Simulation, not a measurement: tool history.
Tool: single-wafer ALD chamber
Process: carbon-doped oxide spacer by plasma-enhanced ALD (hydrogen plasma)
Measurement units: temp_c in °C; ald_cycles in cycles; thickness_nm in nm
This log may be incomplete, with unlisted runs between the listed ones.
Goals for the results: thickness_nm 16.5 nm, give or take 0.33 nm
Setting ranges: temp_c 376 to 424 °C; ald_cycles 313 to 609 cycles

| run | hour | temp_c | ald_cycles | thickness_nm |
|---|---|---|---|---|
| 1 | 0 | 400 | 461 | 22.901 |
| 2 | 3.2 | 401 | 438 | 21.666 |
| 3 | 8.7 | 402 | 420 | 20.736 |
| 4 | 14.4 | 402 | 361 | 18.009 |
| 5 | 18.4 | 402 | 356 | 17.655 |
| 6 | 21.3 | 402 | 352 | 17.47 |
| 7 | 25.3 | 402 | 349 | 17.215 |
| 8 | 29.2 | 402 | 347 | 17.206 |
| 9 | 33.2 | 402 | 344 | 17.033 |
|  | 35.3 | thermocouple changed; heater temperature recalibrated |
| 10 | 35.3 | 402 | 342 | 16.971 |

Which single option among these 4 for the next run brings every result within its allowed miss of target? Just one does.
| A | 37.4 | 402 | 318 | ? |
| B | 37.4 | 402 | 343 | ? |
| C | 37.4 | 409 | 358 | ? |
| D | 37.4 | 404 | 332 | ? |

| move | thickness_nm |
|---|---|
| A | 15.793 |
| B | 17.035 |
| C | 17.449 |
| D | 16.401 |
A: takes the result that was furthest off past its target
B: lands further from the targets than the last run did
C: lands further from the targets than the last run did
D: all results land within tolerance of their targets
Go with D: it meets all targets.

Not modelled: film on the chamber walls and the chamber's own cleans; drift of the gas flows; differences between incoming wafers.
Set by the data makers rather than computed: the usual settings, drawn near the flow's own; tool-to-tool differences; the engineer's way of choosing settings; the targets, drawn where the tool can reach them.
